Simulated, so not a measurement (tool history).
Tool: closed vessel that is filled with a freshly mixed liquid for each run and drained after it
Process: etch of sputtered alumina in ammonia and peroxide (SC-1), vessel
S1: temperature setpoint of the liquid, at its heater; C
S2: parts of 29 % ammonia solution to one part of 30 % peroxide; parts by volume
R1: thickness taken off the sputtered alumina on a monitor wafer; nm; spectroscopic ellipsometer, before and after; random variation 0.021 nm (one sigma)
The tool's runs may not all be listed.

run 1 hour=0.0 | S1=50.0 S2=0.65 time_in_the_liquid_(s)=170 | R1=9.0209
run 2 hour=5.0 | S1=54.0 S2=0.65 time_in_the_liquid_(s)=170 | R1=11.2520
run 3 hour=12.6 | S1=54.0 S2=0.85 time_in_the_liquid_(s)=170 | R1=11.4700
run 4 hour=19.5 | S1=54.0 S2=0.85 time_in_the_liquid_(s)=180 | R1=12.1070
run 5 hour=23.9 | S1=54.0 S2=0.85 time_in_the_liquid_(s)=180 | R1=12.1880
run 6 hour=27.9 | S1=49.5 S2=0.85 time_in_the_liquid_(s)=180 | R1=9.5218
run 7 hour=29.4 | S1=47.5 S2=0.85 time_in_the_liquid_(s)=180 | R1=8.5814
run 8 hour=31.2 | S1=46.0 S2=0.85 time_in_the_liquid_(s)=180 | R1=7.8101

Forecast run 9:
run 9 hour=32.5 | S1=45.0 S2=0.85 time_in_the_liquid_(s)=180 | R1=?

{"run 9": {"R1": 7.44}}

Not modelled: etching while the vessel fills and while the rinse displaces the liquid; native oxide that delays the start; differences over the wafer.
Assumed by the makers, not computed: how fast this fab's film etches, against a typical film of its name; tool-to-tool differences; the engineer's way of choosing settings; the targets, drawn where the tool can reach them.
